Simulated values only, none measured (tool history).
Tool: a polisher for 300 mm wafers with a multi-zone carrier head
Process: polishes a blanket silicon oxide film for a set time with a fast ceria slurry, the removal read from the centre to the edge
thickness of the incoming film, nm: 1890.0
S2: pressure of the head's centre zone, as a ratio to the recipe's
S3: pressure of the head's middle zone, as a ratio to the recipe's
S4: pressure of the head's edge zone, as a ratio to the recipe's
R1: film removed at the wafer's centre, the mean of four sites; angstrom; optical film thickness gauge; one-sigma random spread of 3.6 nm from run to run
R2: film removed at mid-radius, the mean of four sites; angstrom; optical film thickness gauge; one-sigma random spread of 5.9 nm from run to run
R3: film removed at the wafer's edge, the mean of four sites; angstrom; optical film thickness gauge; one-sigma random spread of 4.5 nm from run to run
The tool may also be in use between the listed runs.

run 1 hour=0 | flow_of_slurry_(ml/min)=200 S2=1 S3=1 S4=1 polishing_time_(s)=38 | R1=5833 R2=5810.5 R3=6204.3
run 2 hour=9 | flow_of_slurry_(ml/min)=200 S2=1 S3=1 S4=0.97 polishing_time_(s)=38 | R1=5819 R2=5805.1 R3=6084.9
run 3 hour=15.5 | flow_of_slurry_(ml/min)=200 S2=1 S3=1.04 S4=0.97 polishing_time_(s)=38 | R1=5804.7 R2=5953.6 R3=6122.1
run 4 hour=23.2 | flow_of_slurry_(ml/min)=200 S2=1 S3=1.04 S4=1.01 polishing_time_(s)=38 | R1=5892 R2=6088.1 R3=6219.6
run 5 hour=24.8 | flow_of_slurry_(ml/min)=195 S2=1.02 S3=0.99 S4=0.97 polishing_time_(s)=37 | R1=5775.4 R2=5564.1 R3=5969.9
run 6 hour=30.5 | flow_of_slurry_(ml/min)=190 S2=1.04 S3=0.95 S4=0.94 polishing_time_(s)=36 | R1=5723.5 R2=5054.3 R3=5661.8
run 7 hour=34.7 | flow_of_slurry_(ml/min)=180 S2=1.04 S3=0.92 S4=0.91 polishing_time_(s)=36 | R1=5722.8 R2=4953.1 R3=5501.4

The next listed run, before its measurement:
run 8 hour=39.1 | flow_of_slurry_(ml/min)=175 S2=1.04 S3=0.89 S4=0.91 polishing_time_(s)=35 | R1=? R2=? R3=?

Run 8 measured R1 5433.6 angstrom, R2 4671.6 angstrom, R3 5482.8 angstrom.

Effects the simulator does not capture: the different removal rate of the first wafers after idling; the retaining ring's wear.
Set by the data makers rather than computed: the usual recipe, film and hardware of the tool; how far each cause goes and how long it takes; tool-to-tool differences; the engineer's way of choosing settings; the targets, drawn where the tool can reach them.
